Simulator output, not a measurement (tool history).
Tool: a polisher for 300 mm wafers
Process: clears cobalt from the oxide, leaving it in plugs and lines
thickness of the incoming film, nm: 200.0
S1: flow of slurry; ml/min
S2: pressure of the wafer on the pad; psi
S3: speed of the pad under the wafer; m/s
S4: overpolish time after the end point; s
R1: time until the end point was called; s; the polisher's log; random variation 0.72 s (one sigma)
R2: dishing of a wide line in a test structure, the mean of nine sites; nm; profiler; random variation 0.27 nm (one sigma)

Run 1, hour 0: S1 285 ml/min, S2 1.3 psi, S3 1.2 m/s, S4 10 s. Result: R1 43.918 s, R2 32.712 nm.
Run 2, hour 4: S1 285 ml/min, S2 1.2 psi, S3 1.2 m/s, S4 9 s. Result: R1 47.504 s, R2 27.896 nm.
Run 3, hour 12: S1 285 ml/min, S2 1.1 psi, S3 1.22 m/s, S4 8 s. Result: R1 52.016 s, R2 24.626 nm.
Run 4, hour 20.6: S1 285 ml/min, S2 0.9 psi, S3 1.22 m/s, S4 8 s. Result: R1 61.594 s, R2 21.72 nm.
Run 5, hour 24.4: S1 285 ml/min, S2 1.1 psi, S3 1.22 m/s, S4 8 s. Result: R1 51.424 s, R2 24.835 nm.
Run 6, hour 26.6: S1 285 ml/min, S2 1.1 psi, S3 1.22 m/s, S4 5 s. Result: R1 50.219 s, R2 17.652 nm.

Forecast run 7:
Run 7, hour 29.3: S1 285 ml/min, S2 0.7 psi, S3 1.2 m/s, S4 3 s. Result: R1 ?, R2 ?.

Run 7 gave R1 80.712 s, R2 6.9179 nm.
